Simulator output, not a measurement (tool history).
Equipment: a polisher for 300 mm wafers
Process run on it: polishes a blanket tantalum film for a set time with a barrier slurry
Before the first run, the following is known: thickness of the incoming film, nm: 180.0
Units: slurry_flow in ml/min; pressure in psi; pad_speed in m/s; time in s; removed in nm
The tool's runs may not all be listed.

run	day	slurry_flow	pressure	pad_speed	slurry_solids	time	removed
1	0.000	135	2.0	0.86	1.0	58	62.194
2	0.071	115	2.0	0.86	1.0	58	61.054
3	0.138	115	2.3	0.86	1.0	58	67.586
4	0.217	115	2.6	0.86	1.0	58	74.448
5	0.533	115	2.6	0.86	1.2	58	78.546
6	0.867	115	2.3	0.86	1.2	58	70.915
7	0.929	115	2.2	0.86	1.2	58	69.418
8	1.304	115	2.1	0.86	1.2	58	66.055

Run 9 comes next. What will it give?
# day 1.529: slurry blender recalibrated
9	1.529	100	1.7	0.86	1.2	58	?

removed: 63.192 nm
